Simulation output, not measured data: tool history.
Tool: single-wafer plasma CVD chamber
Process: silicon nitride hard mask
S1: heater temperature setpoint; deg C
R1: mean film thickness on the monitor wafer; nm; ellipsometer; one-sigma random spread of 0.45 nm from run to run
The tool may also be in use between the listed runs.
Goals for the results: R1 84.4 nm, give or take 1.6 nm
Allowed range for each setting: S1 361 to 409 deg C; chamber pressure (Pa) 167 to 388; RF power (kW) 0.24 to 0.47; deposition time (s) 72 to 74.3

{"run": 1, "day": 0.0, "S1": 385, "chamber pressure (Pa)": 277, "RF power (kW)": 0.355, "deposition time (s)": 72, "R1": 100.83}
{"run": 2, "day": 0.3, "S1": 391, "chamber pressure (Pa)": 277, "RF power (kW)": 0.355, "deposition time (s)": 72, "R1": 102.04}
{"run": 3, "day": 0.638, "S1": 391, "chamber pressure (Pa)": 312, "RF power (kW)": 0.355, "deposition time (s)": 72, "R1": 104.49}
{"run": 4, "day": 0.696, "S1": 387, "chamber pressure (Pa)": 312, "RF power (kW)": 0.355, "deposition time (s)": 72, "R1": 104.11}
{"run": 5, "day": 0.808, "S1": 387, "chamber pressure (Pa)": 312, "RF power (kW)": 0.4, "deposition time (s)": 72, "R1": 115.38}
{"run": 6, "day": 0.971, "S1": 387, "chamber pressure (Pa)": 312, "RF power (kW)": 0.4, "deposition time (s)": 72, "R1": 114.77}
{"run": 7, "day": 1.096, "S1": 387, "chamber pressure (Pa)": 283, "RF power (kW)": 0.375, "deposition time (s)": 72, "R1": 106.98}
{"run": 8, "day": 1.321, "S1": 387, "chamber pressure (Pa)": 264, "RF power (kW)": 0.35, "deposition time (s)": 72, "R1": 100.05}
{"run": 9, "day": 1.479, "S1": 387, "chamber pressure (Pa)": 249, "RF power (kW)": 0.335, "deposition time (s)": 72, "R1": 93.768}
{"run": 10, "day": 1.767, "S1": 387, "chamber pressure (Pa)": 232, "RF power (kW)": 0.33, "deposition time (s)": 72, "R1": 91.462}
{"run": 11, "day": 1.879, "S1": 387, "chamber pressure (Pa)": 176, "RF power (kW)": 0.305, "deposition time (s)": 72, "R1": 78.21}
{"run": 12, "day": 1.988, "S1": 387, "chamber pressure (Pa)": 187, "RF power (kW)": 0.305, "deposition time (s)": 72, "R1": 79.629}

Below are 5 possible settings for the next run. Only one of them brings all results inside the allowed miss of their targets. Which is it?
{"run": "A", "day": 2.096, "S1": 389, "chamber pressure (Pa)": 205, "RF power (kW)": 0.275, "deposition time (s)": 74.3, "R1": "?"}
{"run": "B", "day": 2.096, "S1": 390, "chamber pressure (Pa)": 217, "RF power (kW)": 0.3, "deposition time (s)": 74.3, "R1": "?"}
{"run": "C", "day": 2.096, "S1": 384, "chamber pressure (Pa)": 185, "RF power (kW)": 0.28, "deposition time (s)": 72, "R1": "?"}
{"run": "D", "day": 2.096, "S1": 377, "chamber pressure (Pa)": 167, "RF power (kW)": 0.29, "deposition time (s)": 72, "R1": "?"}
{"run": "E", "day": 2.096, "S1": 382, "chamber pressure (Pa)": 213, "RF power (kW)": 0.275, "deposition time (s)": 72, "R1": "?"}

move=A R1=75.41
move=B R1=83.447
move=C R1=72.296
move=D R1=72.601
move=E R1=74.158
A: further off than the last run
B: meets every target
C: further off than the last run
D: further off than the last run
E: further off than the last run
The right move is B.
